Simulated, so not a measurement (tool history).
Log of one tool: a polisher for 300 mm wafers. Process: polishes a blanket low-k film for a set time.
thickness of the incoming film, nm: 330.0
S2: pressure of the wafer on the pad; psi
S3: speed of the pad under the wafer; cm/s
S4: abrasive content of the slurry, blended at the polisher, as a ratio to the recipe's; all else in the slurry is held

Run 1, hour 0.0: flow of slurry (ml/min) 270, S2 1.9 psi, S3 90 cm/s, S4 1.00, polishing time (s) 87. Result: film removed (nm) 30.696.
Run 2, hour 6.0: flow of slurry (ml/min) 270, S2 2.1 psi, S3 90 cm/s, S4 1.00, polishing time (s) 87. Result: film removed (nm) 33.810.
Run 3, hour 11.6: flow of slurry (ml/min) 265, S2 1.8 psi, S3 90 cm/s, S4 1.00, polishing time (s) 87. Result: film removed (nm) 29.011.
Run 4, hour 14.6: flow of slurry (ml/min) 260, S2 1.6 psi, S3 90 cm/s, S4 1.00, polishing time (s) 87. Result: film removed (nm) 26.273.
Run 5, hour 16.1: flow of slurry (ml/min) 260, S2 1.8 psi, S3 90 cm/s, S4 1.00, polishing time (s) 87. Result: film removed (nm) 28.890.
Run 6, hour 17.1: flow of slurry (ml/min) 260, S2 1.8 psi, S3 90 cm/s, S4 0.85, polishing time (s) 87. Result: film removed (nm) 26.951.
Run 7, hour 20.8: flow of slurry (ml/min) 255, S2 1.7 psi, S3 90 cm/s, S4 0.85, polishing time (s) 87. Result: film removed (nm) 25.669.

Forecast run 8:
Run 8, hour 23.0: flow of slurry (ml/min) 255, S2 1.6 psi, S3 90 cm/s, S4 0.85, polishing time (s) 87. Result: film removed (nm) ?.

{"run 8": {"film removed (nm)": 23.983}}

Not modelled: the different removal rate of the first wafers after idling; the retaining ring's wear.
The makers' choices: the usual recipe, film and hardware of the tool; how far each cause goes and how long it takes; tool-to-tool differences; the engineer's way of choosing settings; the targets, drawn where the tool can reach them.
